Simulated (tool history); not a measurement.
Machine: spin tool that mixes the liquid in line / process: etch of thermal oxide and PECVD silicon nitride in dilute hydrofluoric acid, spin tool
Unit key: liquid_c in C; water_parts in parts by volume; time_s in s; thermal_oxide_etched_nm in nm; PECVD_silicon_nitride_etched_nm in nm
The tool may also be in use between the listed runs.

run	hour	liquid_c	water_parts	time_s	thermal_oxide_etched_nm	PECVD_silicon_nitride_etched_nm
1	0.0	22.0	100	180	8.8219	7.7658
2	4.9	22.0	70	180	13.0230	10.8920
3	7.0	22.0	40	180	23.7560	18.9040
4	13.8	22.0	60	180	15.4780	12.8320
# hour 19.8: thermometer replaced
5	19.8	22.0	75	180	11.3730	9.3335
6	25.3	24.0	75	180	12.3650	10.6320
7	29.0	23.5	85	180	10.4780	9.0509
8	31.4	23.5	90	180	9.8584	8.4902
9	39.9	23.5	95	180	9.2475	8.0642
10	44.5	23.5	100	180	8.7785	7.6766
11	53.1	23.5	105	180	8.3438	7.2612
12	60.7	23.5	110	180	7.8716	6.8865
13	69.7	23.5	115	180	7.5571	6.6999

For run 14, what comes out?
14	71.5	23.5	120	180	?	?

thermal_oxide_etched_nm: 7.1509 nm
PECVD_silicon_nitride_etched_nm: 6.4466 nm

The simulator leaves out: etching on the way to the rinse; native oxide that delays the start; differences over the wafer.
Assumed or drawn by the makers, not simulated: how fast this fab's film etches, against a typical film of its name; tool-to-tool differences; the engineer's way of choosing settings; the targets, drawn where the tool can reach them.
